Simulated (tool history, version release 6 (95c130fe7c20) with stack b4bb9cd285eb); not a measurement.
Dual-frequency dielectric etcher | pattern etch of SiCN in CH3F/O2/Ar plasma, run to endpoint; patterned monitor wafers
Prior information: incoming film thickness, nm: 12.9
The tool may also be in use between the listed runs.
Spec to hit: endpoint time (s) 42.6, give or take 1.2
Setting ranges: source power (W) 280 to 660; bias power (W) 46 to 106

{"run": 1, "day": 0.0, "source power (W)": 470, "bias power (W)": 76, "endpoint time (s)": 36.926}
{"run": 2, "day": 0.067, "source power (W)": 530, "bias power (W)": 76, "endpoint time (s)": 35.227}
{"run": 3, "day": 0.292, "source power (W)": 530, "bias power (W)": 82, "endpoint time (s)": 34.157}
{"run": 4, "day": 0.571, "source power (W)": 610, "bias power (W)": 82, "endpoint time (s)": 32.654}
{"run": 5, "day": 0.821, "source power (W)": 650, "bias power (W)": 82, "endpoint time (s)": 31.776}
{"run": 6, "day": 1.121, "source power (W)": 650, "bias power (W)": 75, "endpoint time (s)": 32.598}
{"run": 7, "day": 1.367, "source power (W)": 580, "bias power (W)": 69, "endpoint time (s)": 34.794}
{"run": 8, "day": 1.604, "source power (W)": 520, "bias power (W)": 64, "endpoint time (s)": 36.999}
{"run": 9, "day": 1.671, "source power (W)": 520, "bias power (W)": 64, "endpoint time (s)": 37.368}

Consider the 5 candidate settings below. Which is the only one whose results all fall within their allowed miss of target?
{"run": "A", "day": 1.738, "source power (W)": 370, "bias power (W)": 46, "endpoint time (s)": "?"}
{"run": "B", "day": 1.738, "source power (W)": 390, "bias power (W)": 47, "endpoint time (s)": "?"}
{"run": "C", "day": 1.738, "source power (W)": 390, "bias power (W)": 46, "endpoint time (s)": "?"}
{"run": "D", "day": 1.738, "source power (W)": 400, "bias power (W)": 59, "endpoint time (s)": "?"}
{"run": "E", "day": 1.738, "source power (W)": 460, "bias power (W)": 59, "endpoint time (s)": "?"}

move=A endpoint_time_(s)=47.144
move=B endpoint_time_(s)=45.893
move=C endpoint_time_(s)=46.169
move=D endpoint_time_(s)=42.532
move=E endpoint_time_(s)=40.273
A: the result that was furthest off in the last run now lies on the other side of its target
B: the result that was furthest off in the last run now lies on the other side of its target
C: the result that was furthest off in the last run now lies on the other side of its target
D: in spec on every target
E: gains on the last run, yet a result remains outside its allowed miss
Move D is the one to make.
